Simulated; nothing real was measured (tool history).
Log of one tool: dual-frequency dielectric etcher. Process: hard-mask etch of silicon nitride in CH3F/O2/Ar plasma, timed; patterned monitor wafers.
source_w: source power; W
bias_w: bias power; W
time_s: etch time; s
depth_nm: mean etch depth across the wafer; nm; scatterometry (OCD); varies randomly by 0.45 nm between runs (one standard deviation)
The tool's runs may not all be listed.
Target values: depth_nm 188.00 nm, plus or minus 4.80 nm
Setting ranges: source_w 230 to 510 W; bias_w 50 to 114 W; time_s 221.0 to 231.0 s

run,hour,source_w,bias_w,time_s,depth_nm
1,0.0,370,82,221.0,152.44
2,2.9,370,82,221.0,151.94
3,7.4,390,86,222.0,160.05
4,9.7,410,88,222.5,165.53
5,14.1,430,89,223.0,170.01
6,16.1,490,89,223.0,179.62
7,17.1,490,90,223.5,180.38
8,22.6,490,91,223.5,181.61

Exactly one of the 4 candidate moves below puts every result within its allowed miss. Which one?
A,28.1,430,96,223.5,?
B,28.1,510,83,223.5,?
C,28.1,510,91,229.0,?
D,28.1,470,86,226.0,?

move,depth_nm
A,175.63
B,177.58
C,188.95
D,176.09
A: lands further from the targets than the last run did
B: lands further from the targets than the last run did
C: all results land within tolerance of their targets
D: lands further from the targets than the last run did
The right move is C.
